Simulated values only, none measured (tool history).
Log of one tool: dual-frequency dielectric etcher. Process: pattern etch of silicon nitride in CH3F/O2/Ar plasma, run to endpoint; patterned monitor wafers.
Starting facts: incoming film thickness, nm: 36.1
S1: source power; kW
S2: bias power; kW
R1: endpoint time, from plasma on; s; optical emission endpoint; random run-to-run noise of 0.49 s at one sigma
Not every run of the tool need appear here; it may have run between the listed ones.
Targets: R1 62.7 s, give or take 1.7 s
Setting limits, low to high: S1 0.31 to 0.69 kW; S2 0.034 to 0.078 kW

run 1 hour=0 | S1=0.5 S2=0.056 | R1=56.228
run 2 hour=8.2 | S1=0.57 S2=0.056 | R1=53.767
run 3 hour=12.5 | S1=0.54 S2=0.054 | R1=54.611
run 4 hour=15.2 | S1=0.62 S2=0.054 | R1=52.522
run 5 hour=15.8 | S1=0.58 S2=0.051 | R1=54.407
run 6 hour=19 | S1=0.58 S2=0.057 | R1=52.123
run 7 hour=21.8 | S1=0.54 S2=0.055 | R1=54.574
run 8 hour=24.7 | S1=0.51 S2=0.053 | R1=56.669
run 9 hour=31.5 | S1=0.49 S2=0.052 | R1=58.208
run 10 hour=39.9 | S1=0.47 S2=0.051 | R1=59.638

Consider the 4 candidate settings below. Which is the only one whose results all fall within their allowed miss of target?
run A hour=48.3 | S1=0.5 S2=0.053 | R1=?
run B hour=48.3 | S1=0.48 S2=0.04 | R1=?
run C hour=48.3 | S1=0.48 S2=0.061 | R1=?
run D hour=48.3 | S1=0.51 S2=0.056 | R1=?

move=A R1=57.893
move=B R1=63.368
move=C R1=56.749
move=D R1=56.524
A: lands further from the targets than the last run did
B: every result within its allowed miss
C: lands further from the targets than the last run did
D: lands further from the targets than the last run did
Move B is the one to make.
